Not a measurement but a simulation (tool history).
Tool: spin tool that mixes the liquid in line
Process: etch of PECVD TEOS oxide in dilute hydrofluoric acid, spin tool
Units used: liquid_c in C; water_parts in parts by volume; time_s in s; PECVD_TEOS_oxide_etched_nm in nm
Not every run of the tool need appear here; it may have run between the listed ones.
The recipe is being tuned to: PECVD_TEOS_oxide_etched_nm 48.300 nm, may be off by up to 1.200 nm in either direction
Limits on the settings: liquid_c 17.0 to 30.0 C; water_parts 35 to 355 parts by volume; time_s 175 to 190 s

{"run": 1, "hour": 0.0, "liquid_c": 22.0, "water_parts": 195, "time_s": 175, "PECVD_TEOS_oxide_etched_nm": 23.516}
{"run": 2, "hour": 0.8, "liquid_c": 22.0, "water_parts": 245, "time_s": 175, "PECVD_TEOS_oxide_etched_nm": 17.708}
{"run": 3, "hour": 4.3, "liquid_c": 19.5, "water_parts": 245, "time_s": 175, "PECVD_TEOS_oxide_etched_nm": 16.044}
{"run": 4, "hour": 8.3, "liquid_c": 19.5, "water_parts": 245, "time_s": 175, "PECVD_TEOS_oxide_etched_nm": 15.944}
{"run": 5, "hour": 14.9, "liquid_c": 21.0, "water_parts": 225, "time_s": 175, "PECVD_TEOS_oxide_etched_nm": 19.125}
{"run": 6, "hour": 20.9, "liquid_c": 22.5, "water_parts": 210, "time_s": 175, "PECVD_TEOS_oxide_etched_nm": 21.523}
{"run": 7, "hour": 28.0, "liquid_c": 23.5, "water_parts": 195, "time_s": 175, "PECVD_TEOS_oxide_etched_nm": 24.69}
{"run": 8, "hour": 36.6, "liquid_c": 24.5, "water_parts": 180, "time_s": 175, "PECVD_TEOS_oxide_etched_nm": 28.597}
{"run": 9, "hour": 40.8, "liquid_c": 25.5, "water_parts": 170, "time_s": 175, "PECVD_TEOS_oxide_etched_nm": 31.507}
{"run": 10, "hour": 43.5, "liquid_c": 26.0, "water_parts": 165, "time_s": 175, "PECVD_TEOS_oxide_etched_nm": 33.469}
{"run": 11, "hour": 46.9, "liquid_c": 30.0, "water_parts": 125, "time_s": 175, "PECVD_TEOS_oxide_etched_nm": 53.148}
{"run": 12, "hour": 54.9, "liquid_c": 29.5, "water_parts": 125, "time_s": 175, "PECVD_TEOS_oxide_etched_nm": 52.645}
{"run": 13, "hour": 61.8, "liquid_c": 29.0, "water_parts": 125, "time_s": 175, "PECVD_TEOS_oxide_etched_nm": 51.798}
{"run": 14, "hour": 68.9, "liquid_c": 28.0, "water_parts": 125, "time_s": 175, "PECVD_TEOS_oxide_etched_nm": 49.71}

Exercise: of the 5 proposed moves below, exactly one satisfies all targets within the stated allowed misses. Which move is it?
{"run": "A", "hour": 76.0, "liquid_c": 27.0, "water_parts": 120, "time_s": 180, "PECVD_TEOS_oxide_etched_nm": "?"}
{"run": "B", "hour": 76.0, "liquid_c": 29.5, "water_parts": 140, "time_s": 175, "PECVD_TEOS_oxide_etched_nm": "?"}
{"run": "C", "hour": 76.0, "liquid_c": 22.5, "water_parts": 110, "time_s": 180, "PECVD_TEOS_oxide_etched_nm": "?"}
{"run": "D", "hour": 76.0, "liquid_c": 26.0, "water_parts": 120, "time_s": 185, "PECVD_TEOS_oxide_etched_nm": "?"}
{"run": "E", "hour": 76.0, "liquid_c": 28.5, "water_parts": 125, "time_s": 185, "PECVD_TEOS_oxide_etched_nm": "?"}

move=A PECVD_TEOS_oxide_etched_nm=52.122
move=B PECVD_TEOS_oxide_etched_nm=46.447
move=C PECVD_TEOS_oxide_etched_nm=48.314
move=D PECVD_TEOS_oxide_etched_nm=51.566
move=E PECVD_TEOS_oxide_etched_nm=54.059
A: further off than the last run
B: takes the biggest miss from the last run beyond its target
C: in spec on every target
D: further off than the last run
E: further off than the last run
C meets every target.
